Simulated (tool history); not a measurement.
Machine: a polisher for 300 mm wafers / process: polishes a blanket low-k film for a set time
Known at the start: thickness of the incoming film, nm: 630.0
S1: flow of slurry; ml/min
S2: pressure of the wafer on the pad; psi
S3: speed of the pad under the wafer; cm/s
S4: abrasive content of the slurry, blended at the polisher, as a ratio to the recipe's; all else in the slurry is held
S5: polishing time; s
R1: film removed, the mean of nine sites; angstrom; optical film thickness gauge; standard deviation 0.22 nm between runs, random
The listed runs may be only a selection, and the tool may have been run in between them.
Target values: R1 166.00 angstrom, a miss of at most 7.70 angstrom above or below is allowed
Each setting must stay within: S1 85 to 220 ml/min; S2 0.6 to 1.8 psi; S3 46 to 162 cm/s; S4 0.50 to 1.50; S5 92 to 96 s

run,hour,S1,S2,S3,S4,S5,R1
1,0.0,140,1.2,104,1.00,92,231.63
2,5.7,120,1.2,104,1.00,92,219.67
3,10.3,120,1.2,84,1.00,92,204.76
4,17.5,120,1.2,102,1.00,92,226.06
5,18.7,120,1.3,102,1.00,92,237.82
6,24.6,120,1.2,102,1.00,92,216.38
7,32.5,120,1.2,102,1.00,92,224.95
8,40.6,120,1.1,102,1.00,92,207.64
9,48.7,115,0.9,100,1.00,92,174.90
10,50.1,110,0.9,100,1.00,92,174.65

Next run, 5 choices. One meets every target within its allowed miss, the rest don't. Which?
A,51.5,90,0.7,126,1.25,96,?
B,51.5,90,1.0,98,1.05,94,?
C,51.5,85,0.9,80,0.95,95,?
D,51.5,110,0.8,102,1.05,92,?
E,51.5,145,0.6,88,1.10,93,?

move,R1
A,183.88
B,186.27
C,148.87
D,169.36
E,145.50
A: the biggest miss grows against the last run
B: the biggest miss grows against the last run
C: the result that was furthest off in the last run now lies on the other side of its target
D: in spec on every target
E: the result that was furthest off in the last run now lies on the other side of its target
Correct choice: D, which meets every target
